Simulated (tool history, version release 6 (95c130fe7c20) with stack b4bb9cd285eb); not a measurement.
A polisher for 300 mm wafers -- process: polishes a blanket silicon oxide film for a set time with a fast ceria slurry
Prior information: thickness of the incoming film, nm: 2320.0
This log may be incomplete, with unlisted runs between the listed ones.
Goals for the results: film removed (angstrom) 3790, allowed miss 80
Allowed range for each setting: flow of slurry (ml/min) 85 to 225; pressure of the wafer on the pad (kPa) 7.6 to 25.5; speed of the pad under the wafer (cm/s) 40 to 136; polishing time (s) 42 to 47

run,hour,flow of slurry (ml/min),pressure of the wafer on the pad (kPa),speed of the pad under the wafer (cm/s),polishing time (s),film removed (angstrom)
1,0,145,16.5,88,47,5119.9
2,5,140,15.9,88,47,4908.7
3,11.7,135,15.2,88,47,4620.6
4,14.9,135,15.2,78,47,4146
# hour 17.8: head pressure recalibrated
5,17.8,135,15.2,60,47,3667.4
6,23.6,105,15.2,60,47,3380.4
7,31.6,115,15.2,60,47,3452.5
8,36.8,120,15.2,60,47,3505.4
9,39.9,125,15.2,60,47,3505
10,43.7,130,15.2,60,47,3545.5
11,52,135,15.2,60,47,3636.3

Which of these 5 next moves meets every target?
A,60.3,105,18.6,60,43,?
B,60.3,95,19.3,56,47,?
C,60.3,135,17.9,48,46,?
D,60.3,125,17.2,62,45,?
E,60.3,160,19.3,50,47,?

move,film removed (angstrom)
A,3791.7
B,3900.6
C,3364.2
D,3973.7
E,3969
A: meets every target
B: carries the result that was furthest off beyond its target, to the other side
C: its largest miss is bigger than the last run's
D: carries the result that was furthest off beyond its target, to the other side
E: carries the result that was furthest off beyond its target, to the other side
Go with A: it meets all targets.
